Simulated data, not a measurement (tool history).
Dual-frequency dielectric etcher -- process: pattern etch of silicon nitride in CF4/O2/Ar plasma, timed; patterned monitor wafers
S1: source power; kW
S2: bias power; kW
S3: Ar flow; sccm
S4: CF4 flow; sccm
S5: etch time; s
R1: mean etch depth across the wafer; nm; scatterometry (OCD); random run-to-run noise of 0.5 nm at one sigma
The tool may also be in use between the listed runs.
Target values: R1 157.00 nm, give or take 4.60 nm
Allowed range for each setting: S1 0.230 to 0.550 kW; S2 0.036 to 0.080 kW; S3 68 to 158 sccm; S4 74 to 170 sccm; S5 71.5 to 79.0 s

run,hour,S1,S2,S3,S4,S5,R1
1,0.0,0.390,0.058,113,122,79.0,135.72
2,6.5,0.410,0.058,113,122,79.0,140.49
3,8.7,0.420,0.058,113,122,79.0,143.43
4,9.9,0.370,0.058,113,122,79.0,130.33
5,17.6,0.370,0.058,113,122,71.5,118.23
6,23.9,0.400,0.059,113,122,71.5,125.26
7,29.2,0.480,0.063,111,124,72.0,148.99
8,36.8,0.490,0.063,111,124,72.0,151.15

Below are 4 possible settings for the next run. Only one of them brings all results inside the allowed miss of their targets. Which is it?
A,44.4,0.500,0.059,106,116,75.0,?
B,44.4,0.490,0.047,88,116,74.0,?
C,44.4,0.470,0.061,113,117,74.0,?
D,44.4,0.460,0.065,111,114,71.5,?

move,R1
A,156.58
B,144.98
C,147.89
D,143.40
A: every result lands within tolerance
B: moves away from the targets compared with the last run
C: moves away from the targets compared with the last run
D: moves away from the targets compared with the last run
The move that meets every target is A.

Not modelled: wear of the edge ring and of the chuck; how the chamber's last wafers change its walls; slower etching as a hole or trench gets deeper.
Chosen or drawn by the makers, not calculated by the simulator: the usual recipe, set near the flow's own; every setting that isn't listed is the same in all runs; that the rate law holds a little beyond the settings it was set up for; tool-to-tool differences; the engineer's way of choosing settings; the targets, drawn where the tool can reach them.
